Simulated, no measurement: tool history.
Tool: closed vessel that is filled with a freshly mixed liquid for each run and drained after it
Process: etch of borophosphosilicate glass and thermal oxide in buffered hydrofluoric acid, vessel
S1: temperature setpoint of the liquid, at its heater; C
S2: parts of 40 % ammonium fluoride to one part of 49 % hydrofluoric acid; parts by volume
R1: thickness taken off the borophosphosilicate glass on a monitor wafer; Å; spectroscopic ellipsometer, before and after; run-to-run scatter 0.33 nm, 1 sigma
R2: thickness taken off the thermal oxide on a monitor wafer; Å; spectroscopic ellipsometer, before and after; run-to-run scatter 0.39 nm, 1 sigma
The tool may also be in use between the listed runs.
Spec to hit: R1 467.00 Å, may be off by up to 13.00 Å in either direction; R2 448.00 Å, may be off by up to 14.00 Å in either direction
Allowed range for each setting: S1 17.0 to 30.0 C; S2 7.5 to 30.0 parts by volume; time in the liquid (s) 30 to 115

{"run": 1, "hour": 0.0, "S1": 22.0, "S2": 22.0, "time in the liquid (s)": 60, "R1": 302.83, "R2": 293.82}
{"run": 2, "hour": 5.0, "S1": 18.5, "S2": 22.0, "time in the liquid (s)": 60, "R1": 253.03, "R2": 244.24}
{"run": 3, "hour": 10.8, "S1": 20.5, "S2": 22.0, "time in the liquid (s)": 60, "R1": 282.4, "R2": 271.85}
{"run": 4, "hour": 16.7, "S1": 20.5, "S2": 16.0, "time in the liquid (s)": 60, "R1": 377.39, "R2": 359.61}
{"run": 5, "hour": 17.5, "S1": 18.0, "S2": 16.0, "time in the liquid (s)": 60, "R1": 323.97, "R2": 311.44}
{"run": 6, "hour": 22.0, "S1": 19.0, "S2": 16.0, "time in the liquid (s)": 60, "R1": 345.06, "R2": 333.32}
{"run": 7, "hour": 22.8, "S1": 20.0, "S2": 16.0, "time in the liquid (s)": 60, "R1": 364.47, "R2": 351.83}
{"run": 8, "hour": 26.4, "S1": 20.5, "S2": 16.0, "time in the liquid (s)": 60, "R1": 373.12, "R2": 359.61}
{"run": 9, "hour": 31.0, "S1": 21.0, "S2": 16.0, "time in the liquid (s)": 60, "R1": 389.11, "R2": 367.13}
{"run": 10, "hour": 35.9, "S1": 21.5, "S2": 16.0, "time in the liquid (s)": 60, "R1": 401.62, "R2": 382.03}
{"run": 11, "hour": 39.5, "S1": 22.0, "S2": 16.0, "time in the liquid (s)": 60, "R1": 406.48, "R2": 394.15}
{"run": 12, "hour": 45.3, "S1": 22.5, "S2": 16.0, "time in the liquid (s)": 60, "R1": 418.48, "R2": 402.34}
{"run": 13, "hour": 50.1, "S1": 23.0, "S2": 16.0, "time in the liquid (s)": 60, "R1": 434.93, "R2": 412.79}
{"run": 14, "hour": 54.0, "S1": 23.5, "S2": 16.0, "time in the liquid (s)": 60, "R1": 439.2, "R2": 431.61}

4 next moves are on the table. One of them brings every result within its allowed miss. Which?
{"run": "A", "hour": 57.9, "S1": 25.0, "S2": 14.5, "time in the liquid (s)": 50, "R1": "?", "R2": "?"}
{"run": "B", "hour": 57.9, "S1": 25.5, "S2": 17.0, "time in the liquid (s)": 60, "R1": "?", "R2": "?"}
{"run": "C", "hour": 57.9, "S1": 24.0, "S2": 17.0, "time in the liquid (s)": 60, "R1": "?", "R2": "?"}
{"run": "D", "hour": 57.9, "S1": 27.0, "S2": 16.0, "time in the liquid (s)": 50, "R1": "?", "R2": "?"}

move=A R1=442.92 R2=421.08
move=B R1=466.65 R2=444.03
move=C R1=430.42 R2=409.24
move=D R1=447.27 R2=425.82
A: nearer the targets than the last run, but a result is still out of spec
B: all results in spec
C: its largest miss is bigger than the last run's
D: nearer the targets than the last run, but a result is still out of spec
Move B is the one to make.
